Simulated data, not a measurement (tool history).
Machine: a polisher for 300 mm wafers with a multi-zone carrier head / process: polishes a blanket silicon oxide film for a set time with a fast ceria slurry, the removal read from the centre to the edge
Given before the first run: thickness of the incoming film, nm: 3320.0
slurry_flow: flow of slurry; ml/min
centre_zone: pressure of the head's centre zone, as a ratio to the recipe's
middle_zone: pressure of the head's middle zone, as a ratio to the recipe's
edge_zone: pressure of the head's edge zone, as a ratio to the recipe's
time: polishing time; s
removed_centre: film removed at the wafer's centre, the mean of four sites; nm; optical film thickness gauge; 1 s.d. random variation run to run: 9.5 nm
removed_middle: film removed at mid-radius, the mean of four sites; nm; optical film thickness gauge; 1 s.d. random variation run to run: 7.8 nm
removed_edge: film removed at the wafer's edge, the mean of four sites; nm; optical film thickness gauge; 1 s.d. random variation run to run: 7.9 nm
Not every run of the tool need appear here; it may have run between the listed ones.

{"run": 1, "hour": 0.0, "slurry_flow": 260, "centre_zone": 1, "middle_zone": 1, "edge_zone": 1, "time": 42, "removed_centre": 796.44, "removed_middle": 785.44, "removed_edge": 760.59}
{"run": 2, "hour": 1.5, "slurry_flow": 265, "centre_zone": 1, "middle_zone": 1, "edge_zone": 1.03, "time": 43, "removed_centre": 806.49, "removed_middle": 814.7, "removed_edge": 797.89}
{"run": 3, "hour": 2.1, "slurry_flow": 265, "centre_zone": 1, "middle_zone": 1, "edge_zone": 1.03, "time": 53, "removed_centre": 997.95, "removed_middle": 975.28, "removed_edge": 979.77}
{"run": 4, "hour": 5.3, "slurry_flow": 210, "centre_zone": 1, "middle_zone": 1, "edge_zone": 1.03, "time": 53, "removed_centre": 968.59, "removed_middle": 973.13, "removed_edge": 962.68}
{"run": 5, "hour": 13.2, "slurry_flow": 210, "centre_zone": 1, "middle_zone": 1, "edge_zone": 1.03, "time": 59, "removed_centre": 1078, "removed_middle": 1080.9, "removed_edge": 1056.7}
{"run": 6, "hour": 14.7, "slurry_flow": 205, "centre_zone": 0.98, "middle_zone": 0.97, "edge_zone": 1.01, "time": 58, "removed_centre": 1030.1, "removed_middle": 1035.9, "removed_edge": 1020.4}
{"run": 7, "hour": 17.6, "slurry_flow": 205, "centre_zone": 0.97, "middle_zone": 0.94, "edge_zone": 1, "time": 58, "removed_centre": 1026.7, "removed_middle": 1016.9, "removed_edge": 1022}
{"run": 8, "hour": 23.8, "slurry_flow": 205, "centre_zone": 0.96, "middle_zone": 0.92, "edge_zone": 0.99, "time": 57, "removed_centre": 994.94, "removed_middle": 973.72, "removed_edge": 1003.5}
{"run": 9, "hour": 25.1, "slurry_flow": 200, "centre_zone": 0.95, "middle_zone": 0.91, "edge_zone": 0.98, "time": 57, "removed_centre": 973.23, "removed_middle": 959.38, "removed_edge": 1011.2}
{"run": 10, "hour": 26.5, "slurry_flow": 195, "centre_zone": 0.95, "middle_zone": 0.9, "edge_zone": 0.96, "time": 57, "removed_centre": 961.95, "removed_middle": 945.27, "removed_edge": 973.38}

Estimate the outcome of run 11 from the log above:
{"run": 11, "hour": 34.0, "slurry_flow": 190, "centre_zone": 0.95, "middle_zone": 0.89, "edge_zone": 0.95, "time": 57, "removed_centre": "?", "removed_middle": "?", "removed_edge": "?"}

Run 11 produced removed_centre 968.72 nm, removed_middle 945.37 nm, removed_edge 982.33 nm.

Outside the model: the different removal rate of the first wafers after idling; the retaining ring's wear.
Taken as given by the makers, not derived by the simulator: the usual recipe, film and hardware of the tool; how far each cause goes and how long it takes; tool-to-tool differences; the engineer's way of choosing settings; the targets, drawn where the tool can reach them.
